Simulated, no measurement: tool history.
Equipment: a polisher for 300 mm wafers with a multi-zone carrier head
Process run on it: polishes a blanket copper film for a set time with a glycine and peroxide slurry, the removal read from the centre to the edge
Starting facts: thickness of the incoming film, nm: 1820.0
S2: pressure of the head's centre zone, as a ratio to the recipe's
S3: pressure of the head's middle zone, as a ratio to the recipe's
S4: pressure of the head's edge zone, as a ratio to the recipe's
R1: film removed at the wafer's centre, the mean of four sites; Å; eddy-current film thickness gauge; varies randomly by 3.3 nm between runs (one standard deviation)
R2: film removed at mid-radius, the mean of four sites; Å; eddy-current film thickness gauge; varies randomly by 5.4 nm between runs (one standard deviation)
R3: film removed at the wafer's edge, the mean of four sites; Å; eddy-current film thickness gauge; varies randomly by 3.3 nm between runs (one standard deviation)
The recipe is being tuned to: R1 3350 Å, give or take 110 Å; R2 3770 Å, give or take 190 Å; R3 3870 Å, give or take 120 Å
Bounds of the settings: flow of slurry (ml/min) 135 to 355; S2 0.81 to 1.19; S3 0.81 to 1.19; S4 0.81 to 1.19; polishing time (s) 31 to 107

run 1 hour=0 | flow_of_slurry_(ml/min)=225 S2=1 S3=1 S4=1 polishing_time_(s)=69 | R1=4028.5 R2=4035.9 R3=4061.1
run 2 hour=6 | flow_of_slurry_(ml/min)=220 S2=0.99 S3=1 S4=1 polishing_time_(s)=69 | R1=3967.7 R2=3956.6 R3=4039
run 3 hour=14.5 | flow_of_slurry_(ml/min)=220 S2=1.04 S3=1 S4=1 polishing_time_(s)=69 | R1=4173.1 R2=3940.8 R3=3979
run 4 hour=17.1 | flow_of_slurry_(ml/min)=220 S2=0.97 S3=1 S4=1 polishing_time_(s)=69 | R1=3962.1 R2=4003.2 R3=4038.1
run 5 hour=21 | flow_of_slurry_(ml/min)=220 S2=0.97 S3=0.97 S4=1 polishing_time_(s)=69 | R1=3870.8 R2=3962.5 R3=4098.5
run 6 hour=28.8 | flow_of_slurry_(ml/min)=220 S2=0.97 S3=0.97 S4=1.06 polishing_time_(s)=69 | R1=3897.7 R2=3897.7 R3=4129.9
run 7 hour=29.4 | flow_of_slurry_(ml/min)=185 S2=0.88 S3=0.99 S4=1.02 polishing_time_(s)=65 | R1=3181.6 R2=3540.7 R3=3763.3
run 8 hour=31 | flow_of_slurry_(ml/min)=190 S2=0.88 S3=0.99 S4=1.02 polishing_time_(s)=65 | R1=3219.5 R2=3540.8 R3=3781.8
run 9 hour=36.9 | flow_of_slurry_(ml/min)=195 S2=0.88 S3=0.99 S4=1.02 polishing_time_(s)=65 | R1=3228 R2=3610 R3=3785.7

Which single option among these 4 for the next run brings every result within its allowed miss of target? Just one does.
run A hour=42.8 | flow_of_slurry_(ml/min)=150 S2=0.88 S3=0.98 S4=0.94 polishing_time_(s)=73 | R1=? R2=? R3=?
run B hour=42.8 | flow_of_slurry_(ml/min)=260 S2=0.81 S3=0.93 S4=0.98 polishing_time_(s)=65 | R1=? R2=? R3=?
run C hour=42.8 | flow_of_slurry_(ml/min)=155 S2=0.99 S3=0.98 S4=1.05 polishing_time_(s)=63 | R1=? R2=? R3=?
run D hour=42.8 | flow_of_slurry_(ml/min)=180 S2=0.83 S3=1.05 S4=0.96 polishing_time_(s)=68 | R1=? R2=? R3=?

move=A R1=3384.5 R2=3754.7 R3=3863.4
move=B R1=3168.8 R2=3605.8 R3=3824.3
move=C R1=3325 R2=3268.9 R3=3539.9
move=D R1=3141.4 R2=3892.6 R3=3756.7
A: every result within its allowed miss
B: misses by more than the last run did
C: meets the target for the result that was furthest off, but another lies outside its allowed miss
D: misses by more than the last run did
Answer: A
